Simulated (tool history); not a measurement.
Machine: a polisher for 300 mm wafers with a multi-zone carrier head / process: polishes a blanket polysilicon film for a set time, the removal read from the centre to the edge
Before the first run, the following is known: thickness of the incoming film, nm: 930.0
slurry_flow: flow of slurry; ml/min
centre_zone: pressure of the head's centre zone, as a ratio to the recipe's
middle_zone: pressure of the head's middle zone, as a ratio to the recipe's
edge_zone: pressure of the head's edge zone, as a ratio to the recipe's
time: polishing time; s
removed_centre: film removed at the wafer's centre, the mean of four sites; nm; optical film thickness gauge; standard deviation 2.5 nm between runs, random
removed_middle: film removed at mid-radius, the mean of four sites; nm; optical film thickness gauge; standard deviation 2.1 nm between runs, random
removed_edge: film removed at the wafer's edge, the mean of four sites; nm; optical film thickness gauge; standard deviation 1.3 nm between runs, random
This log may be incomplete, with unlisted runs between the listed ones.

run 1 hour=0 | slurry_flow=230 centre_zone=1 middle_zone=1 edge_zone=1 time=39 | removed_centre=210.99 removed_middle=219.92 removed_edge=217.88
run 2 hour=5.2 | slurry_flow=220 centre_zone=1 middle_zone=0.96 edge_zone=0.98 time=38 | removed_centre=203.94 removed_middle=207.55 removed_edge=207.55
run 3 hour=5.8 | slurry_flow=220 centre_zone=0.95 middle_zone=0.96 edge_zone=0.98 time=38 | removed_centre=198.08 removed_middle=207.16 removed_edge=210.19
run 4 hour=7.3 | slurry_flow=220 centre_zone=0.9 middle_zone=0.96 edge_zone=0.98 time=38 | removed_centre=186.82 removed_middle=208.61 removed_edge=211.26
run 5 hour=13.8 | slurry_flow=270 centre_zone=0.9 middle_zone=0.96 edge_zone=0.98 time=38 | removed_centre=189.48 removed_middle=215.56 removed_edge=211.68
run 6 hour=16.7 | slurry_flow=255 centre_zone=0.93 middle_zone=0.92 edge_zone=0.97 time=37 | removed_centre=186.93 removed_middle=199.43 removed_edge=204.23
run 7 hour=18 | slurry_flow=245 centre_zone=0.96 middle_zone=0.89 edge_zone=0.96 time=36 | removed_centre=190.51 removed_middle=185.07 removed_edge=198.6
run 8 hour=21.1 | slurry_flow=240 centre_zone=0.96 middle_zone=0.87 edge_zone=0.94 time=36 | removed_centre=187.18 removed_middle=182.96 removed_edge=195.84

Predict the results of run 9:
run 9 hour=26.6 | slurry_flow=240 centre_zone=0.96 middle_zone=0.87 edge_zone=0.94 time=36 | removed_centre=? removed_middle=? removed_edge=?

Run 9 produced removed_centre 186.36 nm, removed_middle 183.88 nm, removed_edge 193.92 nm.

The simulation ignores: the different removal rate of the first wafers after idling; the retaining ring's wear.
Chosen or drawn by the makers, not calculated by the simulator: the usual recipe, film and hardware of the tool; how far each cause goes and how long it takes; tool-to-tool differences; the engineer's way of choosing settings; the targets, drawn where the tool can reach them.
